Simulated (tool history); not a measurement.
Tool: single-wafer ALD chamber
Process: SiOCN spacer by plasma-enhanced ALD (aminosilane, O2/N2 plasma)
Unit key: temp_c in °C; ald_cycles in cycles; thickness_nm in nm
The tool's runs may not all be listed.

run	hour	temp_c	ald_cycles	thickness_nm
1	0	420	114	6.4622
2	5.8	425	109	6.0873
3	13.5	425	125	6.9942
4	15.7	429	117	6.3961
5	17.2	439	117	6.2187
6	24.1	440	112	5.9091

Expected results for the next run?
# hour 25.6: thermocouple changed; heater temperature recalibrated
7	25.6	441	109	?

thickness_nm: 5.8343 nm
